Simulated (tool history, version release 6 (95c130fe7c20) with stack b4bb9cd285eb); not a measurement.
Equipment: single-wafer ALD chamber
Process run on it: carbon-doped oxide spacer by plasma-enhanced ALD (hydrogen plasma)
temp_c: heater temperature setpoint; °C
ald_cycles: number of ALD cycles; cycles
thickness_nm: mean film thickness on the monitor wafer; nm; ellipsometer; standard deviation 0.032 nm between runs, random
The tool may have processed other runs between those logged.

Run 1, hour 0: temp_c 385 °C, ald_cycles 218 cycles. Result: thickness_nm 10.423 nm.
Run 2, hour 1.8: temp_c 385 °C, ald_cycles 206 cycles. Result: thickness_nm 9.8379 nm.
Run 3, hour 5.8: temp_c 392 °C, ald_cycles 206 cycles. Result: thickness_nm 9.8539 nm.
Run 4, hour 11.6: temp_c 392 °C, ald_cycles 198 cycles. Result: thickness_nm 9.5038 nm.
Run 5, hour 18.3: temp_c 392 °C, ald_cycles 192 cycles. Result: thickness_nm 9.1803 nm.
Run 6, hour 20.4: temp_c 392 °C, ald_cycles 223 cycles. Result: thickness_nm 10.75 nm.
Run 7, hour 24.6: temp_c 392 °C, ald_cycles 210 cycles. Result: thickness_nm 10.048 nm.
Run 8, hour 29.9: temp_c 392 °C, ald_cycles 201 cycles. Result: thickness_nm 9.697 nm.
Run 9, hour 34.6: temp_c 392 °C, ald_cycles 194 cycles. Result: thickness_nm 9.2096 nm.

Run 10 comes next. What will it give?
Run 10, hour 42.9: temp_c 392 °C, ald_cycles 190 cycles. Result: thickness_nm ?.

thickness_nm: 9.1 nm

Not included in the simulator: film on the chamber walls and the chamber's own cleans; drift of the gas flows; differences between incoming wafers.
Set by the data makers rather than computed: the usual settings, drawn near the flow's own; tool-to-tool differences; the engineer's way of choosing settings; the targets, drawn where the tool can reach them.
